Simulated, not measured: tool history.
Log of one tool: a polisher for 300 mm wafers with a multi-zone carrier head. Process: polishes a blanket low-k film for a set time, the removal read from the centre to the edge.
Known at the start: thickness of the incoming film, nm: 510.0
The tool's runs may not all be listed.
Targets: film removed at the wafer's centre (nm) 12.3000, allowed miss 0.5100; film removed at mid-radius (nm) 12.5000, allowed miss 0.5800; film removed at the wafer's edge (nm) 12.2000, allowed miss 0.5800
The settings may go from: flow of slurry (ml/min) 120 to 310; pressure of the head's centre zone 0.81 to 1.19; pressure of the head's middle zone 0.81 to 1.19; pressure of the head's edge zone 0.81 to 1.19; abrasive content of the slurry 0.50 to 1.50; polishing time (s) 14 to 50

run	day	flow of slurry (ml/min)	pressure of the head's centre zone	pressure of the head's middle zone	pressure of the head's edge zone	abrasive content of the slurry	polishing time (s)	film removed at the wafer's centre (nm)	film removed at mid-radius (nm)	film removed at the wafer's edge (nm)
1	0.000	200	1.00	1.00	1.00	1.00	32	9.8354	10.1540	10.0980
2	0.354	200	1.00	1.00	1.00	0.80	32	8.7076	8.9674	8.9428
3	0.592	200	1.00	1.00	1.00	1.00	32	9.7851	10.0630	10.1070
4	0.958	200	0.95	1.00	1.00	1.00	32	9.4778	10.2300	9.9694
5	1.025	210	0.99	1.03	1.02	1.05	32	10.0600	10.5110	10.4580
6	1.262	210	0.99	1.03	1.02	1.05	28	8.9243	9.6836	8.8851
7	1.475	205	1.00	1.03	1.03	1.20	29	9.8379	10.1120	10.1210
8	1.804	215	1.01	1.06	1.03	1.30	29	10.3170	11.3720	10.3150
9	1.971	215	1.07	0.99	1.13	1.50	31	12.2940	11.6340	12.4840

5 next moves are on the table. One of them brings every result within its allowed miss. Which?
A	2.138	220	1.02	0.91	1.19	1.15	35	?	?	?
B	2.138	235	1.07	0.96	1.16	1.45	31	?	?	?
C	2.138	285	1.19	0.92	1.17	1.45	28	?	?	?
D	2.138	245	1.08	0.83	1.19	1.20	33	?	?	?
E	2.138	225	1.04	1.04	1.07	1.50	31	?	?	?

move	film removed at the wafer's centre (nm)	film removed at mid-radius (nm)	film removed at the wafer's edge (nm)
A	12.0480	11.0220	12.8840
B	12.4570	11.3400	12.4780
C	12.7990	10.0780	11.4990
D	12.4270	9.9373	12.5100
E	12.2020	12.2330	12.0730
A: further off than the last run
B: further off than the last run
C: further off than the last run
D: further off than the last run
E: meets every target
Move E is the one to make.
